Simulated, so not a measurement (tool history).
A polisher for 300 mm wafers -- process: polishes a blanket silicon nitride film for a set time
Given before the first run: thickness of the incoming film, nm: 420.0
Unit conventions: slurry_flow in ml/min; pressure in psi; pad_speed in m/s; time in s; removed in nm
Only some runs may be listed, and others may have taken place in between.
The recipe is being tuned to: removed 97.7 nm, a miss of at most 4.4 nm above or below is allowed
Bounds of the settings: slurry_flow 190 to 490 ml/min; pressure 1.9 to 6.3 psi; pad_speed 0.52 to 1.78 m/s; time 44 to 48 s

{"run": 1, "day": 0.0, "slurry_flow": 315, "pressure": 4.1, "pad_speed": 1.14, "time": 48, "removed": 116.15}
{"run": 2, "day": 0.133, "slurry_flow": 315, "pressure": 4, "pad_speed": 1.14, "time": 48, "removed": 115.08}
{"run": 3, "day": 0.217, "slurry_flow": 315, "pressure": 3.9, "pad_speed": 1.14, "time": 48, "removed": 110.2}
{"run": 4, "day": 0.308, "slurry_flow": 315, "pressure": 4.6, "pad_speed": 1.14, "time": 48, "removed": 126.43}
{"run": 5, "day": 0.583, "slurry_flow": 315, "pressure": 4.5, "pad_speed": 1.14, "time": 48, "removed": 122.18}
{"run": 6, "day": 0.733, "slurry_flow": 315, "pressure": 4.4, "pad_speed": 1.14, "time": 48, "removed": 123.95}
{"run": 7, "day": 0.775, "slurry_flow": 315, "pressure": 4.3, "pad_speed": 1.14, "time": 48, "removed": 122.23}
{"run": 8, "day": 1.112, "slurry_flow": 315, "pressure": 4.2, "pad_speed": 1.14, "time": 48, "removed": 117.1}
{"run": 9, "day": 1.383, "slurry_flow": 315, "pressure": 4.1, "pad_speed": 1.14, "time": 48, "removed": 115.81}
{"run": 10, "day": 1.579, "slurry_flow": 315, "pressure": 4, "pad_speed": 1.14, "time": 48, "removed": 115.44}
{"run": 11, "day": 1.725, "slurry_flow": 315, "pressure": 3.9, "pad_speed": 1.14, "time": 48, "removed": 111.03}
{"run": 12, "day": 2.067, "slurry_flow": 315, "pressure": 3.8, "pad_speed": 1.14, "time": 48, "removed": 108.61}
{"run": 13, "day": 2.412, "slurry_flow": 315, "pressure": 3.7, "pad_speed": 1.14, "time": 48, "removed": 109.59}
{"run": 14, "day": 2.496, "slurry_flow": 315, "pressure": 3.6, "pad_speed": 1.14, "time": 48, "removed": 106.51}

Next run, 4 choices. One meets every target within its allowed miss, the rest don't. Which?
{"run": "A", "day": 2.579, "slurry_flow": 280, "pressure": 4.1, "pad_speed": 0.94, "time": 44, "removed": "?"}
{"run": "B", "day": 2.579, "slurry_flow": 330, "pressure": 4.1, "pad_speed": 1.1, "time": 48, "removed": "?"}
{"run": "C", "day": 2.579, "slurry_flow": 395, "pressure": 3.6, "pad_speed": 1.26, "time": 46, "removed": "?"}
{"run": "D", "day": 2.579, "slurry_flow": 295, "pressure": 3.8, "pad_speed": 1.14, "time": 48, "removed": "?"}

move=A removed=95.526
move=B removed=113.54
move=C removed=107.43
move=D removed=108.41
A: each result inside its tolerance
B: moves away from the targets compared with the last run
C: moves away from the targets compared with the last run
D: moves away from the targets compared with the last run
Answer: A
